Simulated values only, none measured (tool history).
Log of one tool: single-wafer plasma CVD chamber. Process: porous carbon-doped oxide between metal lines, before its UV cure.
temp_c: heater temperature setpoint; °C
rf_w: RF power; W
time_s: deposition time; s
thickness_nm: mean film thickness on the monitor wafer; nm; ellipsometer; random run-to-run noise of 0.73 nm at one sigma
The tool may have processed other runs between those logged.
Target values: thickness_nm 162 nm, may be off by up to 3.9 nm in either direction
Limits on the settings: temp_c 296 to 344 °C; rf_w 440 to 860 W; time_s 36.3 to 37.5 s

run  hour  temp_c  rf_w  time_s  thickness_nm
  1     0     320   650    36.3        194.42
  2   2.1     326   650    36.3        188.06
  3   9.3     317   650    36.3        195.34
  4  12.6     322   650    36.3        192.36
  5  18.2     324   635    36.3        187.28
  6  26.6     324   725    36.3        206.15
  7  34.1     336   620    36.3        174.18
  8  40.9     336   620    36.3        173.72
  9  49.6     337   615    36.3        173.06
 10  57.4     338   610    36.3        170.64
 11  61.6     339   605    36.3        168.12

Which one of the following 5 next-run settings gets every result inside its allowed miss? There is exactly one.
  A  65.8     344   540    36.3             ?
  B  65.8     339   520    36.3             ?
  C  65.8     340   530    36.3             ?
  D  65.8     339   635    36.3             ?
  E  65.8     336   565    36.3             ?

move  thickness_nm
   A        151.78
   B        150.98
   C         152.4
   D        173.94
   E        162.42
A: takes the biggest miss from the last run beyond its target
B: takes the biggest miss from the last run beyond its target
C: takes the biggest miss from the last run beyond its target
D: its largest miss is bigger than the last run's
E: each result inside its tolerance
The right move is E.
